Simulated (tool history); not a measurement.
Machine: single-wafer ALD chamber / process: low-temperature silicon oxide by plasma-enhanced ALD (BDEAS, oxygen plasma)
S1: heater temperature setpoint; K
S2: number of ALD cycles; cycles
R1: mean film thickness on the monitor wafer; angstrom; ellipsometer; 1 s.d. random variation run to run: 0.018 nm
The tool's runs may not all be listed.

{"run": 1, "hour": 0.0, "S1": 383.15, "S2": 28, "R1": 40.615}
{"run": 2, "hour": 1.8, "S1": 377.15, "S2": 28, "R1": 40.833}
{"run": 3, "hour": 8.4, "S1": 377.15, "S2": 26, "R1": 37.463}
{"run": 4, "hour": 9.6, "S1": 382.15, "S2": 26, "R1": 36.908}
{"hour": 16.9, "done": "thermocouple changed; heater temperature recalibrated"}
{"run": 5, "hour": 16.9, "S1": 388.15, "S2": 26, "R1": 36.864}
{"run": 6, "hour": 20.0, "S1": 388.15, "S2": 24, "R1": 34.149}
{"run": 7, "hour": 27.3, "S1": 389.15, "S2": 23, "R1": 32.62}
{"run": 8, "hour": 32.1, "S1": 390.15, "S2": 23, "R1": 32.71}

Expected results for the next run?
{"run": 9, "hour": 40.7, "S1": 391.15, "S2": 23, "R1": "?"}

R1: 32.581 angstrom
